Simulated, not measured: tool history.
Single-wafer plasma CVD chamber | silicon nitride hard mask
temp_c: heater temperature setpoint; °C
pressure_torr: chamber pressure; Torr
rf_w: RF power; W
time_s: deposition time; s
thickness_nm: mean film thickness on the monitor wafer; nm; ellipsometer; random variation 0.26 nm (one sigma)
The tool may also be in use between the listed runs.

run 1 day=0.000 | temp_c=400 pressure_torr=1.43 rf_w=250 time_s=70.5 | thickness_nm=72.484
run 2 day=0.038 | temp_c=400 pressure_torr=1.43 rf_w=235 time_s=70.5 | thickness_nm=69.387
run 3 day=0.217 | temp_c=400 pressure_torr=1.43 rf_w=235 time_s=72.8 | thickness_nm=71.295
run 4 day=0.258 | temp_c=400 pressure_torr=1.40 rf_w=230 time_s=72.7 | thickness_nm=70.999
run 5 day=0.517 | temp_c=400 pressure_torr=1.37 rf_w=225 time_s=72.5 | thickness_nm=68.610
run 6 day=0.842 | temp_c=400 pressure_torr=1.34 rf_w=220 time_s=72.4 | thickness_nm=66.350
run 7 day=1.100 | temp_c=400 pressure_torr=1.30 rf_w=220 time_s=72.4 | thickness_nm=65.624
run 8 day=1.425 | temp_c=400 pressure_torr=1.27 rf_w=220 time_s=72.4 | thickness_nm=64.397
run 9 day=1.775 | temp_c=400 pressure_torr=1.24 rf_w=220 time_s=72.4 | thickness_nm=63.984
run 10 day=1.933 | temp_c=400 pressure_torr=1.21 rf_w=220 time_s=72.4 | thickness_nm=62.292
run 11 day=2.233 | temp_c=400 pressure_torr=1.19 rf_w=220 time_s=72.4 | thickness_nm=63.002
run 12 day=2.533 | temp_c=400 pressure_torr=1.19 rf_w=220 time_s=72.4 | thickness_nm=62.386

Run 13 comes next. What will it give?
run 13 day=2.583 | temp_c=400 pressure_torr=1.17 rf_w=220 time_s=72.4 | thickness_nm=?

{"run 13": {"thickness_nm": 61.617}}

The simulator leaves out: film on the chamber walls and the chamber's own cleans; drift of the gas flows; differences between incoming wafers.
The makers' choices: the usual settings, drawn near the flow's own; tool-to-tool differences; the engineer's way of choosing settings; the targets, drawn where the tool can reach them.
